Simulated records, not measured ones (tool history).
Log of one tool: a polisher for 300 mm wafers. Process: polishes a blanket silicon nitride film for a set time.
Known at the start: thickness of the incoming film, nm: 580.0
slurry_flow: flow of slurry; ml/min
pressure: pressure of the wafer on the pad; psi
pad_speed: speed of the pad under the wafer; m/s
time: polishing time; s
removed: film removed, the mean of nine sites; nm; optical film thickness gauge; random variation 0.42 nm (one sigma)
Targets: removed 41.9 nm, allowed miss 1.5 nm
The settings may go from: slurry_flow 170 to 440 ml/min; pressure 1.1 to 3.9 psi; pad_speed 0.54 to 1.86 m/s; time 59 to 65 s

Run 1, day 0: slurry_flow 280 ml/min, pressure 2.5 psi, pad_speed 1.18 m/s, time 65 s. Result: removed 72.456 nm.
Run 2, day 0.046: slurry_flow 325 ml/min, pressure 2.5 psi, pad_speed 1.18 m/s, time 65 s. Result: removed 74.272 nm.
Run 3, day 0.346: slurry_flow 325 ml/min, pressure 2.5 psi, pad_speed 0.9 m/s, time 65 s. Result: removed 64.092 nm.
Run 4, day 0.379: slurry_flow 325 ml/min, pressure 2.8 psi, pad_speed 0.9 m/s, time 65 s. Result: removed 70.379 nm.
Run 5, day 0.479: slurry_flow 375 ml/min, pressure 2.8 psi, pad_speed 0.9 m/s, time 65 s. Result: removed 72.226 nm.
Run 6, day 0.629: slurry_flow 375 ml/min, pressure 2.6 psi, pad_speed 0.9 m/s, time 65 s. Result: removed 67.36 nm.
Run 7, day 0.817: slurry_flow 375 ml/min, pressure 2.6 psi, pad_speed 0.9 m/s, time 65 s. Result: removed 66.497 nm.
Run 8, day 0.896: slurry_flow 375 ml/min, pressure 2.6 psi, pad_speed 0.9 m/s, time 65 s. Result: removed 67.164 nm.
Run 9, day 0.925: slurry_flow 375 ml/min, pressure 2.5 psi, pad_speed 0.9 m/s, time 65 s. Result: removed 64.206 nm.
Run 10, day 1.038: slurry_flow 375 ml/min, pressure 2.4 psi, pad_speed 0.9 m/s, time 65 s. Result: removed 61.28 nm.

Which of these 4 next moves meets every target?
Run A, day 1.15: slurry_flow 365 ml/min, pressure 2.1 psi, pad_speed 0.54 m/s, time 60 s. Result: removed ?.
Run B, day 1.15: slurry_flow 320 ml/min, pressure 1.7 psi, pad_speed 0.84 m/s, time 59 s. Result: removed ?.
Run C, day 1.15: slurry_flow 415 ml/min, pressure 1.9 psi, pad_speed 0.76 m/s, time 60 s. Result: removed ?.
Run D, day 1.15: slurry_flow 440 ml/min, pressure 2 psi, pad_speed 0.8 m/s, time 59 s. Result: removed ?.

move  removed
   A   38.938
   B   38.696
   C   42.266
   D   45.036
A: takes the result that was furthest off past its target
B: takes the result that was furthest off past its target
C: meets every target
D: nearer than the last run, and not there yet
The right move is C.

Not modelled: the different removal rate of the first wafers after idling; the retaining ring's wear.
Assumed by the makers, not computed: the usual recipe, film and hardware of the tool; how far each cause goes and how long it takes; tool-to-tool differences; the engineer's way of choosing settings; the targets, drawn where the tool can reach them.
